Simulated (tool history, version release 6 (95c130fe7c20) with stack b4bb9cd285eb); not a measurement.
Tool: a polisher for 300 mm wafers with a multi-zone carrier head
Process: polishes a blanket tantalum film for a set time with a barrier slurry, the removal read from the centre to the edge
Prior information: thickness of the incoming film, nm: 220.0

run  hour  flow of slurry (ml/min)  pressure of the head's centre zone  pressure of the head's middle zone  pressure of the head's edge zone  abrasive content of the slurry  polishing time (s)  film removed at the wafer's centre (nm)  film removed at mid-radius (nm)  film removed at the wafer's edge (nm)
  1     0                      200                                   1                                   1                                 1                               1                  44                                   77.249                           76.606                                 74.806
  2     4                      200                                   1                                   1                                 1                             0.9                  44                                   74.424                           75.081                                  73.36
  3   9.6                      200                                   1                                   1                                 1                             0.9                  35                                   59.518                           58.338                                 58.063
  4  11.6                      210                                1.02                                1.04                                 1                            1.05                  36                                   65.813                           64.527                                 62.336
  5  17.9                      215                                1.03                                1.08                              0.99                            1.15                  37                                   70.415                           71.766                                 66.221
  6  18.8                      170                                1.03                                1.08                              0.99                            1.15                  37                                    67.29                           68.433                                 64.933

Run 7 comes next. What will it give?
  7  24.9                      185                                1.05                                1.11                              0.99                            1.25                  37                                        ?                                ?                                      ?

{"run 7": {"film removed at the wafer's centre (nm)": 70.976, "film removed at mid-radius (nm)": 71.781, "film removed at the wafer's edge (nm)": 65.749}}
